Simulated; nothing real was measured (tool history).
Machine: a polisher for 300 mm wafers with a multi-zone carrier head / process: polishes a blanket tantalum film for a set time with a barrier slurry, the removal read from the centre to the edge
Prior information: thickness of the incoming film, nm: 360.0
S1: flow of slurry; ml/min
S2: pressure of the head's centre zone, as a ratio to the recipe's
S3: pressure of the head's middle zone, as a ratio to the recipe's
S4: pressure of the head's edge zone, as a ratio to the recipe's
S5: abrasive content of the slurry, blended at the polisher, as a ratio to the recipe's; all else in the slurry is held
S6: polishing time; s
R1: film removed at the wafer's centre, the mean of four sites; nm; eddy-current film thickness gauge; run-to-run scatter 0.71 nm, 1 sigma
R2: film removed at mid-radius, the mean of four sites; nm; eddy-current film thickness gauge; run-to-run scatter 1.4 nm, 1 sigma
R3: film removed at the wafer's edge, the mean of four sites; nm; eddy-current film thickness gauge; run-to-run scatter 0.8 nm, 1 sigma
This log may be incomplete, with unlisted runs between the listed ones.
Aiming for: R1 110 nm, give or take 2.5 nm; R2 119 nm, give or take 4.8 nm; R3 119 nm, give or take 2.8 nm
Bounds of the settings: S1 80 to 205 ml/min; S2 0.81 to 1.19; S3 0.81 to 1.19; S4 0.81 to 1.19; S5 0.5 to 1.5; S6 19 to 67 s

run	hour	S1	S2	S3	S4	S5	S6	R1	R2	R3
1	0	135	1	1	1	1	43	95.321	95.588	94.687
2	6.4	135	1	0.95	1	1	43	95.187	92.055	94.603
3	11.1	145	0.99	0.98	1.04	1.05	43	96.749	94.562	99.119
4	15.8	145	0.99	0.98	1.04	0.95	43	94.513	95.538	95.614
5	20.4	155	0.99	1.03	1.07	1.05	43	98.538	102.11	100.55
6	27.3	165	0.98	1.05	1.1	1.15	43	100.04	105.44	104.02
7	31.5	180	0.97	1.1	1.18	1.4	44	107.7	119.54	116.39
8	33.5	180	0.97	1.09	1.18	1.4	44	108.28	115.53	117.62

Exactly one of the 5 candidate moves below puts every result within its allowed miss. Which one?
A	35.5	170	0.9	0.94	1.19	1.4	47	?	?	?
B	35.5	195	1.01	1.1	1.19	1.45	42	?	?	?
C	35.5	160	0.95	1.06	1.08	1.45	45	?	?	?
D	35.5	175	1.01	1.09	1.14	1.2	45	?	?	?
E	35.5	205	0.96	1.07	1.16	1.5	44	?	?	?

move	R1	R2	R3
A	106.3	111.92	123.59
B	109.84	116.58	112.53
C	107.29	117.96	112.93
D	111.18	117.34	112.22
E	110.85	121.01	117.83
A: misses by more than the last run did
B: corrects the largest miss of the last run, while another result sits out of spec
C: corrects the largest miss of the last run, while another result sits out of spec
D: corrects the largest miss of the last run, while another result sits out of spec
E: each result inside its tolerance
The right move is E.
